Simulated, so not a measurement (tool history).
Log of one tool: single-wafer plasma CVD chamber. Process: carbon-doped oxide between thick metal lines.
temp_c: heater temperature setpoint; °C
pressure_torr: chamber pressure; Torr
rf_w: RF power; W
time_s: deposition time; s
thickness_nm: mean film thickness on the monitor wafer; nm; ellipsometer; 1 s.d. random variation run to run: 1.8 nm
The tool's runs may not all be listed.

run,day,temp_c,pressure_torr,rf_w,time_s,thickness_nm
1,0,325,4.99,465,144,747.97
2,0.033,325,4.99,465,136,705.39
3,0.254,325,5.45,465,136,713.38
4,0.512,328,5.33,460,136,701.33
5,0.662,328,5.33,460,144,740.57
6,0.967,323,5.33,460,144,757.51
7,1.242,328,5.09,455,144,733.86
8,1.521,330,4.9,440,144,711.45
9,1.638,332,4.74,430,144,694.97
10,1.954,334,4.61,425,144,680.18
11,2.196,336,4.52,425,144,674.38
12,2.283,338,4.45,425,144,666.69

Run 13 has not been measured yet. What should we expect?
13,2.454,339,4.4,425,144,?

{"run 13": {"thickness_nm": 662.96}}

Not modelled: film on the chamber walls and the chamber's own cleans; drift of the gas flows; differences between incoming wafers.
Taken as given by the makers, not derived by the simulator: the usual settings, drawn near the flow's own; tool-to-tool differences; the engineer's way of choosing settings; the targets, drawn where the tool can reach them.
